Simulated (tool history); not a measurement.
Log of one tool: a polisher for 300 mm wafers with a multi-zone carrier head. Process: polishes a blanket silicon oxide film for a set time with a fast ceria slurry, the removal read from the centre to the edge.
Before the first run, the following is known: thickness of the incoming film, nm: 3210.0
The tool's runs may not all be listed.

run	hour	flow of slurry (ml/min)	pressure of the head's centre zone	pressure of the head's middle zone	pressure of the head's edge zone	polishing time (s)	film removed at the wafer's centre (nm)	film removed at mid-radius (nm)	film removed at the wafer's edge (nm)
1	0.0	150	1.00	1.00	1.00	66	963.94	960.95	961.76
2	2.5	155	0.99	0.99	1.05	71	1051.90	1041.30	1090.10
3	3.9	165	0.98	0.99	1.09	73	1069.70	1096.00	1154.40
4	10.6	165	0.98	0.99	1.09	85	1219.80	1268.40	1315.30
5	14.1	165	0.98	0.99	1.09	77	1122.20	1161.00	1192.20
6	21.2	165	0.97	0.97	1.12	79	1162.30	1176.60	1236.40

Estimate the outcome of run 7 from the log above:
7	25.5	170	0.94	0.94	1.14	81	?	?	?

Run 7 yielded film removed at the wafer's centre (nm) 1165.80, film removed at mid-radius (nm) 1176.30, film removed at the wafer's edge (nm) 1328.50.
